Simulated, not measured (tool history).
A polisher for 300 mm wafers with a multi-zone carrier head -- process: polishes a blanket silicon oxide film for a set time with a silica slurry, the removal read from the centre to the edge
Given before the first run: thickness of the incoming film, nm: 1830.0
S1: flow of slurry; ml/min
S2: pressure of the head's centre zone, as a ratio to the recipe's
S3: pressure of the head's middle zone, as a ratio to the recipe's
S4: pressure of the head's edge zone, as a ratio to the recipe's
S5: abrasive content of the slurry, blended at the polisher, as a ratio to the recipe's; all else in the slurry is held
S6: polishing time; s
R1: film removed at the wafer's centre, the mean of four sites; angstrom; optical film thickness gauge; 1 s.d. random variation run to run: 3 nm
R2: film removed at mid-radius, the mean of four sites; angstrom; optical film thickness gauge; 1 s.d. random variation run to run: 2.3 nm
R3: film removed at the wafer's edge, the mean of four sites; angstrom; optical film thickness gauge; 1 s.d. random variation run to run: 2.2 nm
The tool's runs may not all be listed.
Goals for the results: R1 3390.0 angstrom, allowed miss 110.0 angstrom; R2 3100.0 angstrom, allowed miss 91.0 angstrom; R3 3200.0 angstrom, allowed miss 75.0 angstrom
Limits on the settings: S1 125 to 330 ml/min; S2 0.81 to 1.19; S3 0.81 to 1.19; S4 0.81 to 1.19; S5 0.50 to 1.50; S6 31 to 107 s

run	hour	S1	S2	S3	S4	S5	S6	R1	R2	R3
1	0.0	210	1.00	1.00	1.00	1.00	69	2458.0	2479.5	2407.0
2	7.6	220	1.02	1.00	1.03	1.05	69	2627.3	2573.5	2494.1
3	12.3	220	1.02	0.95	1.03	1.05	69	2579.7	2476.8	2532.1
4	20.0	190	1.02	0.95	1.03	1.05	69	2536.5	2422.1	2470.5
5	28.0	165	1.02	0.95	1.03	1.05	69	2510.7	2338.3	2444.9
6	33.7	165	1.02	0.95	0.99	1.05	69	2462.1	2361.3	2362.0
7	40.1	185	1.03	0.97	1.02	1.10	69	2663.2	2512.2	2498.8
8	45.5	200	1.03	0.98	1.05	1.15	69	2731.2	2645.0	2664.1
9	52.4	215	1.05	0.99	1.07	1.15	69	2760.7	2692.0	2654.2
10	54.9	215	1.05	0.99	1.07	1.15	69	2816.5	2643.6	2668.1

Exercise: of the 4 proposed moves below, exactly one satisfies all targets within the stated allowed misses. Which move is it?
A	57.4	235	0.86	1.08	1.00	1.30	61	?	?	?
B	57.4	205	1.07	0.97	1.08	1.45	74	?	?	?
C	57.4	215	0.83	1.07	1.13	1.20	76	?	?	?
D	57.4	280	1.15	1.19	0.81	1.15	70	?	?	?

move	R1	R2	R3
A	2179.9	2726.5	2479.4
B	3375.9	3117.5	3229.5
C	2489.1	3207.6	3133.1
D	3239.7	3255.5	2472.2
A: further off than the last run
B: hits every target within its allowed miss
C: brings the last run's worst result on target, with another outside its allowed miss
D: further off than the last run
The move that meets every target is B.
